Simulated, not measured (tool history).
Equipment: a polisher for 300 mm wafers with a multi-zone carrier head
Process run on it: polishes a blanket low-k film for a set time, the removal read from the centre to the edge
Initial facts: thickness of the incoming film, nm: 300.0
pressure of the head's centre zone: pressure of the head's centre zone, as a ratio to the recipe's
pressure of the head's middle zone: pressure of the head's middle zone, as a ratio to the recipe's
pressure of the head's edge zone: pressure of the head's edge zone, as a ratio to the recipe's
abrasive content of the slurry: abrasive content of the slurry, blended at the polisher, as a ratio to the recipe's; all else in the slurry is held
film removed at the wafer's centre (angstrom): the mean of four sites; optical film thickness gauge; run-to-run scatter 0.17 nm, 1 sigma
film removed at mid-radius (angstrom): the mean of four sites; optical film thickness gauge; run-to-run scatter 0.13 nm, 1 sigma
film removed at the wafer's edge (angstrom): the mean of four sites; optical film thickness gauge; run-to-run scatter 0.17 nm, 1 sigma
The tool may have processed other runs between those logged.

| run | hour | flow of slurry (ml/min) | pressure of the head's centre zone | pressure of the head's middle zone | pressure of the head's edge zone | abrasive content of the slurry | polishing time (s) | film removed at the wafer's centre (angstrom) | film removed at mid-radius (angstrom) | film removed at the wafer's edge (angstrom) |
|---|---|---|---|---|---|---|---|---|---|---|
| 1 | 0.0 | 120 | 1.00 | 1.00 | 1.00 | 1.00 | 35 | 177.22 | 176.31 | 179.12 |
| 2 | 0.7 | 120 | 1.00 | 1.00 | 0.96 | 1.00 | 35 | 178.44 | 179.62 | 175.62 |
| 3 | 8.4 | 115 | 0.98 | 0.99 | 0.95 | 1.00 | 35 | 172.19 | 175.66 | 173.66 |
| 4 | 11.4 | 115 | 0.94 | 0.99 | 0.95 | 1.00 | 35 | 167.73 | 177.84 | 173.94 |
| 5 | 12.6 | 110 | 0.93 | 0.98 | 0.95 | 1.00 | 35 | 162.49 | 171.03 | 170.12 |
| 6 | 19.4 | 105 | 0.92 | 0.97 | 0.95 | 1.00 | 35 | 156.58 | 171.13 | 173.44 |
| 7 | 22.0 | 105 | 0.92 | 0.96 | 0.94 | 0.95 | 35 | 155.51 | 164.60 | 167.46 |
| 8 | 29.8 | 100 | 0.91 | 0.95 | 0.93 | 0.95 | 35 | 148.06 | 162.32 | 164.70 |
| 9 | 32.8 | 100 | 0.91 | 0.94 | 0.92 | 0.95 | 35 | 153.85 | 159.87 | 165.85 |
| 10 | 33.3 | 100 | 0.90 | 0.94 | 0.92 | 0.95 | 35 | 153.90 | 160.12 | 162.23 |
| 11 | 40.4 | 95 | 0.89 | 0.94 | 0.92 | 0.95 | 35 | 146.43 | 159.65 | 165.16 |
| 12 | 47.1 | 95 | 0.89 | 0.93 | 0.91 | 0.95 | 35 | 146.88 | 161.08 | 164.66 |

For run 13, what comes out?
| 13 | 55.6 | 95 | 0.89 | 0.92 | 0.91 | 0.95 | 35 | ? | ? | ? |

{"run 13": {"film removed at the wafer's centre (angstrom)": 146.41, "film removed at mid-radius (angstrom)": 158.09, "film removed at the wafer's edge (angstrom)": 163.27}}
